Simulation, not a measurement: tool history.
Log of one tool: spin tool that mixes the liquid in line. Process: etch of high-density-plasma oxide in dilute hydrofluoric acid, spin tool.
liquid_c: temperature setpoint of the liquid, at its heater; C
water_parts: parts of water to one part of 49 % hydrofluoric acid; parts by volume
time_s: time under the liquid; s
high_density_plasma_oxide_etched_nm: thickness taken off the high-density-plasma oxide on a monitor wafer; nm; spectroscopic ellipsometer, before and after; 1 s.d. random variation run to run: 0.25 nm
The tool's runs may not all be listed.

run    day  liquid_c  water_parts  time_s  high_density_plasma_oxide_etched_nm
  1  0.000      21.0           80     295                               22.217
  2  0.150      21.0           60     295                               29.960
  3  0.388      18.0           60     295                               26.495
  4  0.488      17.0           60     295                               25.232
  5  0.779      17.0           80     295                               18.563
  6  0.862      17.0           60     295                               24.989
  7  1.229      21.0           60     295                               30.302
  8  1.421      21.5           60     295                               30.803

Forecast run 9:
  9  1.642      22.0           60     295                                    ?

high_density_plasma_oxide_etched_nm: 31.040 nm
